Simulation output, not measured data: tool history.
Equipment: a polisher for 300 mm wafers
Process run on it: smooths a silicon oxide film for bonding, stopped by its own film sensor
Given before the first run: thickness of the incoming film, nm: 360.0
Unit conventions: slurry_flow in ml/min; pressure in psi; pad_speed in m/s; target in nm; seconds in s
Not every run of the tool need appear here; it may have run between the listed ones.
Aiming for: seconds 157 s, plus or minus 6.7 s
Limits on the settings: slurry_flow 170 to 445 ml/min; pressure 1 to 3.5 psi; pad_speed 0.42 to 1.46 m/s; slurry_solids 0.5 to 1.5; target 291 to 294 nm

run 1 day=0 | slurry_flow=285 pressure=2.2 pad_speed=0.94 slurry_solids=1 target=294 | seconds=99.951
run 2 day=0.238 | slurry_flow=285 pressure=2.2 pad_speed=0.94 slurry_solids=0.9 target=294 | seconds=103.75
run 3 day=0.396 | slurry_flow=285 pressure=2.2 pad_speed=0.94 slurry_solids=1 target=294 | seconds=98.128
run 4 day=0.471 | slurry_flow=285 pressure=2.1 pad_speed=0.94 slurry_solids=1 target=294 | seconds=105.9
run 5 day=0.592 | slurry_flow=285 pressure=2.4 pad_speed=0.94 slurry_solids=1 target=294 | seconds=90.833
run 6 day=0.704 | slurry_flow=285 pressure=2.4 pad_speed=0.78 slurry_solids=1 target=294 | seconds=103.75
run 7 day=0.908 | slurry_flow=285 pressure=2.4 pad_speed=0.78 slurry_solids=1 target=294 | seconds=105.03
run 8 day=1.267 | slurry_flow=285 pressure=2.3 pad_speed=0.78 slurry_solids=1 target=294 | seconds=108.06
run 9 day=1.6 | slurry_flow=285 pressure=2.2 pad_speed=0.78 slurry_solids=1 target=294 | seconds=116.65
run 10 day=1.933 | slurry_flow=285 pressure=2.1 pad_speed=0.78 slurry_solids=1 target=294 | seconds=122.03
run 11 day=2.092 | slurry_flow=285 pressure=2 pad_speed=0.78 slurry_solids=1 target=294 | seconds=126.2
run 12 day=2.358 | slurry_flow=285 pressure=1.7 pad_speed=0.78 slurry_solids=1 target=294 | seconds=146.95

Below are 4 possible settings for the next run. Only one of them brings all results inside the allowed miss of their targets. Which is it?
run A day=2.625 | slurry_flow=355 pressure=1.5 pad_speed=0.74 slurry_solids=1.25 target=294 | seconds=?
run B day=2.625 | slurry_flow=250 pressure=1.5 pad_speed=0.7 slurry_solids=1.2 target=294 | seconds=?
run C day=2.625 | slurry_flow=245 pressure=2.2 pad_speed=0.92 slurry_solids=0.65 target=294 | seconds=?
run D day=2.625 | slurry_flow=300 pressure=1.7 pad_speed=0.84 slurry_solids=0.95 target=294 | seconds=?

move=A seconds=156.68
move=B seconds=174.1
move=C seconds=124.35
move=D seconds=142.13
A: all results land within tolerance of their targets
B: moves the result that the last run missed by most past its target, out the other side
C: misses by more than the last run did
D: misses by more than the last run did
Correct choice: A, which meets every target
